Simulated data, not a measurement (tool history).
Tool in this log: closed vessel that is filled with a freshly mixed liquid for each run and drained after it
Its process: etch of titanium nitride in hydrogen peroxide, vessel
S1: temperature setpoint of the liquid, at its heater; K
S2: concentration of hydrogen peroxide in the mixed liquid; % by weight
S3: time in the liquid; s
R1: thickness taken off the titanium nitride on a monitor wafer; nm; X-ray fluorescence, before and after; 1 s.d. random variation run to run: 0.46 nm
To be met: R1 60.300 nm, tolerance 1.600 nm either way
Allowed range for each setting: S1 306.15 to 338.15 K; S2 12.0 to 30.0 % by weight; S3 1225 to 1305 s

run,hour,S1,S2,S3,R1
1,0.0,322.15,21.5,1225,38.138
2,9.5,326.15,21.5,1225,50.372
3,13.7,323.15,21.5,1225,41.302
4,22.5,323.15,19.5,1225,40.282
5,31.5,323.15,21.0,1225,40.515
6,38.4,324.15,21.0,1225,43.655
7,45.2,324.15,21.0,1225,43.190
8,49.4,325.15,21.0,1225,47.181
9,50.5,325.65,21.0,1225,49.111
10,57.4,326.15,21.0,1225,49.477
11,60.0,326.65,21.0,1225,51.709
12,67.7,327.15,21.0,1225,54.287

5 candidate next runs follow, results not yet known. Just one meets every target within its allowed miss. Identify it.
A,75.4,327.65,20.0,1260,?
B,75.4,326.15,23.0,1225,?
C,75.4,329.65,20.5,1290,?
D,75.4,327.15,19.0,1305,?
E,75.4,328.15,19.0,1305,?

move,R1
A,57.638
B,51.948
C,68.216
D,57.004
E,61.153
A: gains on the last run, yet a result remains outside its allowed miss
B: its largest miss is bigger than the last run's
C: pushes the last run's worst result past its target
D: gains on the last run, yet a result remains outside its allowed miss
E: hits every target within its allowed miss
The right move is E.

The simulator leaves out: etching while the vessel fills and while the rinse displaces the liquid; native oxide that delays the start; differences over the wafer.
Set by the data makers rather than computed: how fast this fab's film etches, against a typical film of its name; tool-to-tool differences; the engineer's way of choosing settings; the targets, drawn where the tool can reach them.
